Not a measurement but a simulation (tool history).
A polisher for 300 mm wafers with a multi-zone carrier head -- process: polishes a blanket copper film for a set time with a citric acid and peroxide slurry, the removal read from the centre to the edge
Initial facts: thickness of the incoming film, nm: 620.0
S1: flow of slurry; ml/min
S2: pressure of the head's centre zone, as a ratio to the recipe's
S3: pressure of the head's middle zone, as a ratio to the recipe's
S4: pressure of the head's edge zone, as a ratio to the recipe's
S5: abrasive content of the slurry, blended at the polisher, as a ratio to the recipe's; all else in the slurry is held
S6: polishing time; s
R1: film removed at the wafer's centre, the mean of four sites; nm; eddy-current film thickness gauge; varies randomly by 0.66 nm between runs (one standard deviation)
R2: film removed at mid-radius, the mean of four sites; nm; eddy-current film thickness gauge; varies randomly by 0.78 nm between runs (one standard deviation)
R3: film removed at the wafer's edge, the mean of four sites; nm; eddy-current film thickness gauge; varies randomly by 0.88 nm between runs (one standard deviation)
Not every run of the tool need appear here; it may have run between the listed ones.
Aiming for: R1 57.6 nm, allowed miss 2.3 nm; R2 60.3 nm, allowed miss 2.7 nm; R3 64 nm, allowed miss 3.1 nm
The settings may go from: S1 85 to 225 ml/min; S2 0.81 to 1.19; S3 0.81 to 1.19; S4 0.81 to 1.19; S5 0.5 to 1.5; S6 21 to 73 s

run 1 hour=0 | S1=145 S2=1 S3=1 S4=1 S5=1 S6=47 | R1=91.708 R2=90.691 R3=89.608
run 2 hour=7.4 | S1=135 S2=0.96 S3=0.97 S4=0.98 S5=0.85 S6=44 | R1=77.227 R2=77.605 R3=78.216
run 3 hour=11.1 | S1=115 S2=0.96 S3=0.97 S4=0.98 S5=0.85 S6=44 | R1=74.143 R2=74.211 R3=77.332
run 4 hour=18.1 | S1=130 S2=0.96 S3=0.97 S4=0.98 S5=0.85 S6=44 | R1=76.55 R2=77.826 R3=76.333
run 5 hour=20.4 | S1=120 S2=0.92 S3=0.93 S4=0.97 S5=0.75 S6=44 | R1=69.102 R2=71.876 R3=76.138
run 6 hour=23.1 | S1=115 S2=0.91 S3=0.92 S4=0.95 S5=0.65 S6=43 | R1=63.924 R2=69.373 R3=72.108
run 7 hour=27.8 | S1=110 S2=0.92 S3=0.9 S4=0.93 S5=0.6 S6=42 | R1=61.736 R2=62.816 R3=67.07
run 8 hour=34.4 | S1=90 S2=0.88 S3=0.9 S4=0.9 S5=0.55 S6=42 | R1=54.566 R2=58.685 R3=62.677

Which one of the following 4 next-run settings gets every result inside its allowed miss? There is exactly one.
run A hour=41 | S1=85 S2=0.95 S3=0.86 S4=0.88 S5=0.7 S6=40 | R1=? R2=? R3=?
run B hour=41 | S1=95 S2=0.87 S3=0.85 S4=0.82 S5=0.55 S6=45 | R1=? R2=? R3=?
run C hour=41 | S1=95 S2=0.81 S3=0.98 S4=0.86 S5=0.5 S6=41 | R1=? R2=? R3=?
run D hour=41 | S1=95 S2=1.01 S3=1.02 S4=0.81 S5=0.5 S6=39 | R1=? R2=? R3=?

move=A R1=56.872 R2=54.32 R3=59.855
move=B R1=58.674 R2=60.447 R3=64.353
move=C R1=48.861 R2=58.719 R3=58.49
move=D R1=58.074 R2=57.155 R3=54.426
A: corrects the largest miss of the last run, while another result sits out of spec
B: each result inside its tolerance
C: the biggest miss grows against the last run
D: corrects the largest miss of the last run, while another result sits out of spec
Answer: B
